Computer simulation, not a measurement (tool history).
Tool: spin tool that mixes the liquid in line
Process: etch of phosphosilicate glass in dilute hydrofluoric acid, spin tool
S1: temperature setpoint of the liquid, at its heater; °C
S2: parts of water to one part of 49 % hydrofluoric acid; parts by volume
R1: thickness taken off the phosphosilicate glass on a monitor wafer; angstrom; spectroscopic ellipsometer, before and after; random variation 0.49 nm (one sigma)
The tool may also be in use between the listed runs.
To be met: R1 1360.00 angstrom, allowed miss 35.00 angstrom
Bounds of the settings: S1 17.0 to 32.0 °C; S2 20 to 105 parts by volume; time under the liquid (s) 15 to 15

run 1 hour=0.0 | S1=24.0 S2=55 time_under_the_liquid_(s)=15 | R1=647.88
run 2 hour=3.9 | S1=26.5 S2=50 time_under_the_liquid_(s)=15 | R1=791.68
run 3 hour=5.9 | S1=28.0 S2=45 time_under_the_liquid_(s)=15 | R1=943.94
run 4 hour=12.8 | S1=29.5 S2=40 time_under_the_liquid_(s)=15 | R1=1138.60
run 5 hour=20.0 | S1=29.5 S2=25 time_under_the_liquid_(s)=15 | R1=1868.00
run 6 hour=24.7 | S1=26.5 S2=25 time_under_the_liquid_(s)=15 | R1=1647.10
run 7 hour=25.4 | S1=26.5 S2=25 time_under_the_liquid_(s)=15 | R1=1646.60
run 8 hour=31.8 | S1=24.5 S2=25 time_under_the_liquid_(s)=15 | R1=1521.10

4 next moves are on the table. One of them brings every result within its allowed miss. Which?
run A hour=38.2 | S1=22.0 S2=25 time_under_the_liquid_(s)=15 | R1=?
run B hour=38.2 | S1=25.0 S2=30 time_under_the_liquid_(s)=15 | R1=?
run C hour=38.2 | S1=26.0 S2=25 time_under_the_liquid_(s)=15 | R1=?
run D hour=38.2 | S1=23.5 S2=20 time_under_the_liquid_(s)=15 | R1=?

move=A R1=1359.70
move=B R1=1277.10
move=C R1=1608.60
move=D R1=1823.50
A: meets every target
B: takes the result that was furthest off past its target
C: further off than the last run
D: further off than the last run
The right move is A.
